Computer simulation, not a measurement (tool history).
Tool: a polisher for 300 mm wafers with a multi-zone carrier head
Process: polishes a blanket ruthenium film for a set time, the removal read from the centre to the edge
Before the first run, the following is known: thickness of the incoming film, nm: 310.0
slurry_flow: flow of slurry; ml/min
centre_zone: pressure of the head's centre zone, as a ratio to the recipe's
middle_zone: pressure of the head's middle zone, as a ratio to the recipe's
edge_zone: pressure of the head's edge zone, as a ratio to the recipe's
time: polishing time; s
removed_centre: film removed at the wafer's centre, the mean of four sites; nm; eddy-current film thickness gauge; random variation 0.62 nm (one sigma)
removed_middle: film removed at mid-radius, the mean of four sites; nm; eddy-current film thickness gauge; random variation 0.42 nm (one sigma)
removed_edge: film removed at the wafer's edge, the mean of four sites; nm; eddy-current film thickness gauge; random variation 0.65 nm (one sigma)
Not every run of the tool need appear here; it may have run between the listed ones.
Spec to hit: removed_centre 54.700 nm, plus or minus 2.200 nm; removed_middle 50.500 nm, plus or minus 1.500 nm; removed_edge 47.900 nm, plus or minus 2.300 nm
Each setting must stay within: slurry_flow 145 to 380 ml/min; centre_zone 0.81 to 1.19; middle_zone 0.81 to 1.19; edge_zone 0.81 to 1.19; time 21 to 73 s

run	day	slurry_flow	centre_zone	middle_zone	edge_zone	time	removed_centre	removed_middle	removed_edge
1	0.000	245	1.00	1.00	1.00	47	38.906	40.439	38.794
2	0.100	255	1.04	1.02	1.03	48	41.796	41.984	40.519
3	0.346	290	1.04	1.02	1.03	48	43.040	42.309	40.269
4	0.662	335	1.04	1.02	1.03	48	43.566	42.782	41.024
5	0.967	335	1.04	1.02	1.03	39	35.473	34.992	32.883
6	1.025	310	1.04	1.02	1.03	39	35.532	34.444	33.184
7	1.258	310	1.06	1.04	1.05	42	39.438	37.300	36.196
8	1.354	310	1.07	1.07	1.06	44	40.525	40.386	37.696
9	1.692	310	1.09	1.08	1.08	46	42.844	42.196	40.616
10	2.033	315	1.11	1.09	1.08	48	46.504	44.788	41.581
11	2.367	315	1.12	1.10	1.10	49	46.835	45.575	42.919

Consider the 4 candidate settings below. Which is the only one whose results all fall within their allowed miss of target?
A	2.700	225	1.13	1.04	1.02	58	?	?	?
B	2.700	355	1.05	1.11	1.19	55	?	?	?
C	2.700	290	1.14	0.92	1.18	53	?	?	?
D	2.700	380	1.15	1.19	1.04	53	?	?	?

move	removed_centre	removed_middle	removed_edge
A	54.507	50.423	47.797
B	50.822	52.780	50.906
C	52.015	43.570	48.219
D	54.030	53.847	45.963
A: every result within its allowed miss
B: an improvement on the last run, though not all results are within tolerance
C: its largest miss is bigger than the last run's
D: gets the furthest-off result to its target, but another result is out of tolerance
Move A is the one to make.
